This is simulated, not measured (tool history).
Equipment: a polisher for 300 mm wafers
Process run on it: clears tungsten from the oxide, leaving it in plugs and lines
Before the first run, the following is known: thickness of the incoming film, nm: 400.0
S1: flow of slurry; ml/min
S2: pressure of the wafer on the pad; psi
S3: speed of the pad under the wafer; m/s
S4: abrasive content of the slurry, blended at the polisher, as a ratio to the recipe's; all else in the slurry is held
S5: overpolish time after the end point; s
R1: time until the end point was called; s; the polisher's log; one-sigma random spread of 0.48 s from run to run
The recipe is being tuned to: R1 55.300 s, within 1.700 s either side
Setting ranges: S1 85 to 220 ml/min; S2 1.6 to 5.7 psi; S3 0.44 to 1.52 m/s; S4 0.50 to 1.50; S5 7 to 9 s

Run 1, day 0.000: S1 140 ml/min, S2 3.6 psi, S3 0.98 m/s, S4 1.00, S5 9 s. Result: R1 95.416 s.
Run 2, day 0.092: S1 145 ml/min, S2 4.0 psi, S3 0.98 m/s, S4 1.00, S5 9 s. Result: R1 86.964 s.
Run 3, day 0.329: S1 145 ml/min, S2 4.0 psi, S3 0.98 m/s, S4 0.80, S5 9 s. Result: R1 92.831 s.
Run 4, day 0.704: S1 145 ml/min, S2 4.0 psi, S3 1.16 m/s, S4 0.80, S5 9 s. Result: R1 78.314 s.
Run 5, day 0.746: S1 145 ml/min, S2 3.4 psi, S3 1.16 m/s, S4 0.80, S5 9 s. Result: R1 93.252 s.
Run 6, day 1.021: S1 170 ml/min, S2 3.4 psi, S3 1.16 m/s, S4 0.80, S5 9 s. Result: R1 89.572 s.
Run 7, day 1.275: S1 200 ml/min, S2 4.4 psi, S3 1.18 m/s, S4 0.80, S5 9 s. Result: R1 66.677 s.
Run 8, day 1.404: S1 200 ml/min, S2 4.5 psi, S3 1.18 m/s, S4 0.80, S5 9 s. Result: R1 65.595 s.
Run 9, day 1.600: S1 200 ml/min, S2 4.6 psi, S3 1.18 m/s, S4 0.80, S5 9 s. Result: R1 63.969 s.
Run 10, day 1.654: S1 200 ml/min, S2 4.7 psi, S3 1.18 m/s, S4 0.80, S5 9 s. Result: R1 63.310 s.
Run 11, day 1.958: S1 200 ml/min, S2 4.8 psi, S3 1.18 m/s, S4 0.80, S5 9 s. Result: R1 61.778 s.
Run 12, day 2.096: S1 200 ml/min, S2 4.9 psi, S3 1.18 m/s, S4 0.80, S5 9 s. Result: R1 60.999 s.
Run 13, day 2.300: S1 200 ml/min, S2 5.0 psi, S3 1.18 m/s, S4 0.80, S5 9 s. Result: R1 59.190 s.
Run 14, day 2.642: S1 200 ml/min, S2 5.1 psi, S3 1.18 m/s, S4 0.80, S5 9 s. Result: R1 58.107 s.

Which single option among these 5 for the next run brings every result within its allowed miss of target? Just one does.
Run A, day 2.983: S1 200 ml/min, S2 4.9 psi, S3 1.16 m/s, S4 0.85, S5 9 s. Result: R1 ?.
Run B, day 2.983: S1 200 ml/min, S2 5.1 psi, S3 1.12 m/s, S4 0.85, S5 9 s. Result: R1 ?.
Run C, day 2.983: S1 195 ml/min, S2 5.5 psi, S3 1.06 m/s, S4 0.85, S5 9 s. Result: R1 ?.
Run D, day 2.983: S1 205 ml/min, S2 5.1 psi, S3 1.18 m/s, S4 0.90, S5 7 s. Result: R1 ?.
Run E, day 2.983: S1 170 ml/min, S2 4.4 psi, S3 1.44 m/s, S4 0.70, S5 7 s. Result: R1 ?.

move      R1
   A  59.804
   B  59.509
   C  58.509
   D  55.180
   E  59.518
A: further off than the last run
B: further off than the last run
C: further off than the last run
D: each result inside its tolerance
E: further off than the last run
D is the move that brings every result within its allowed miss.
